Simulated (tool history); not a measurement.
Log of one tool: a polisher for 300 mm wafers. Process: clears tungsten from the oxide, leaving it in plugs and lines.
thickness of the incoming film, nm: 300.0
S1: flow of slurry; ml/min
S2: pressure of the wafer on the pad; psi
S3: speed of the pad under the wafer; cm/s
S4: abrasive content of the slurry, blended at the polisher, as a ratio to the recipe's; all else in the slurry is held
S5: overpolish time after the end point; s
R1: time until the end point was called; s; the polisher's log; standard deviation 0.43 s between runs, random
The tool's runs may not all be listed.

{"run": 1, "hour": 0.0, "S1": 285, "S2": 3.6, "S3": 132, "S4": 1, "S5": 21, "R1": 56.908}
{"run": 2, "hour": 3.0, "S1": 325, "S2": 3.6, "S3": 132, "S4": 1, "S5": 21, "R1": 56.864}
{"run": 3, "hour": 8.6, "S1": 365, "S2": 3.6, "S3": 132, "S4": 1, "S5": 21, "R1": 57.079}
{"run": 4, "hour": 14.4, "S1": 365, "S2": 3.6, "S3": 132, "S4": 1.1, "S5": 21, "R1": 56.012}
{"run": 5, "hour": 16.6, "S1": 365, "S2": 3.6, "S3": 106, "S4": 1.1, "S5": 21, "R1": 68.028}
{"run": 6, "hour": 17.5, "S1": 365, "S2": 3.8, "S3": 106, "S4": 1.1, "S5": 21, "R1": 65.191}
{"run": 7, "hour": 25.3, "S1": 365, "S2": 4, "S3": 108, "S4": 1.1, "S5": 21, "R1": 60.081}

Expected results for the next run?
{"run": 8, "hour": 31.3, "S1": 365, "S2": 4, "S3": 108, "S4": 1.1, "S5": 21, "R1": "?"}

R1: 61.26 s
